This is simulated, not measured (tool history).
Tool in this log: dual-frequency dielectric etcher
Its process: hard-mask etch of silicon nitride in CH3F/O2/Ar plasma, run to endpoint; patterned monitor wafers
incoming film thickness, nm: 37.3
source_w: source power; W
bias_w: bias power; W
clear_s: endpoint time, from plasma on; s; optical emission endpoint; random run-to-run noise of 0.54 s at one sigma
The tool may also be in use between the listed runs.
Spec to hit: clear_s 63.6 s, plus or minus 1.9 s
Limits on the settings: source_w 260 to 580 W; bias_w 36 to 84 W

run,hour,source_w,bias_w,clear_s
1,0,420,60,55.077
2,0.9,460,60,53.132
3,7.9,440,59,54.491
4,10.8,420,58,55.113
5,12.9,400,56,56.843
6,14.7,390,55,58.722
7,23.2,380,55,58.432
8,23.8,380,55,58.688
9,26.7,370,54,60.664

Consider the 5 candidate settings below. Which is the only one whose results all fall within their allowed miss of target?
A,29.6,300,47,?
B,29.6,370,62,?
C,29.6,360,62,?
D,29.6,340,60,?
E,29.6,400,41,?

move,clear_s
A,69.786
B,57.944
C,58.643
D,60.813
E,63.96
A: carries the result that was furthest off beyond its target, to the other side
B: misses by more than the last run did
C: misses by more than the last run did
D: better than the last run, though not everything is in spec
E: meets every target
The move that meets every target is E.

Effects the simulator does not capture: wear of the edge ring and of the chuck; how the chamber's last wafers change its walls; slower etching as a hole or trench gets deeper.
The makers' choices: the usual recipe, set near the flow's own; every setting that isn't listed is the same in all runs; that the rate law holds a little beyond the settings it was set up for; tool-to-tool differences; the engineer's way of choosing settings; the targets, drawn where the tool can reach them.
